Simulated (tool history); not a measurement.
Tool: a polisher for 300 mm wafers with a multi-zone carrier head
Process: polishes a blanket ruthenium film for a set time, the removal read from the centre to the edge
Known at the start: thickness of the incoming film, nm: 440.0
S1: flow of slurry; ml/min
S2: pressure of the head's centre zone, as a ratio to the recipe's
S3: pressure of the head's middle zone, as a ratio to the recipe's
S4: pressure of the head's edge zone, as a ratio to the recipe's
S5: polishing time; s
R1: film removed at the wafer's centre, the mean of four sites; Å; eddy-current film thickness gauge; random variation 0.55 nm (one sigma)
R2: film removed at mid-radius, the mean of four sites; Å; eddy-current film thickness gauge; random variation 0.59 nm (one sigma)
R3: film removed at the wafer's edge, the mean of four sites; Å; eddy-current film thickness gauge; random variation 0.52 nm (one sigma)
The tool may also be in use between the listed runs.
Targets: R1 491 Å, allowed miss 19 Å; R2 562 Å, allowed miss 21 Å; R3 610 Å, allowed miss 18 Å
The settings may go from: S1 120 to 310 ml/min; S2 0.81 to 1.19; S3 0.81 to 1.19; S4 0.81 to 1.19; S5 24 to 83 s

run  hour   S1    S2    S3    S4  S5      R1      R2      R3
  1     0  200     1     1     1  53  718.13  735.15  713.04
  2   5.1  185  0.94  0.96     1  51  627.85  668.15  669.62
  3   7.9  185  1.03  0.96     1  51  692.73  672.86  679.97
  4  11.9  185  0.97  0.96     1  51  669.88  677.69  679.94
  5  14.5  170  0.92  0.95  1.04  49   588.3  634.39  647.62
  6  16.1  160  0.88  0.93  1.05  49  551.33  612.37  646.59
  7  17.4  155  0.86  0.92  1.04  49  538.05  603.29  645.75
  8    25  150  0.85  0.91  1.03  48  517.45  581.32  628.39
  9  26.8  135  0.82   0.9     1  47  476.78  549.48  596.99

Which of these 4 next moves meets every target?
  A  28.6  155  0.81  0.88  0.97  48   ?   ?   ?
  B  28.6  135  0.91  0.99  1.04  44   ?   ?   ?
  C  28.6  175  0.81  0.84  1.04  44   ?   ?   ?
  D  28.6  150  0.87  0.97     1  43   ?   ?   ?

move      R1      R2      R3
   A  500.49  569.18  617.32
   B  497.73  556.98   571.1
   C  471.38  514.43  596.01
   D  478.28  548.84  557.59
A: meets every target
B: brings the result that was furthest off to its target, and leaves another outside
C: further off than the last run
D: brings the result that was furthest off to its target, and leaves another outside
Answer: A

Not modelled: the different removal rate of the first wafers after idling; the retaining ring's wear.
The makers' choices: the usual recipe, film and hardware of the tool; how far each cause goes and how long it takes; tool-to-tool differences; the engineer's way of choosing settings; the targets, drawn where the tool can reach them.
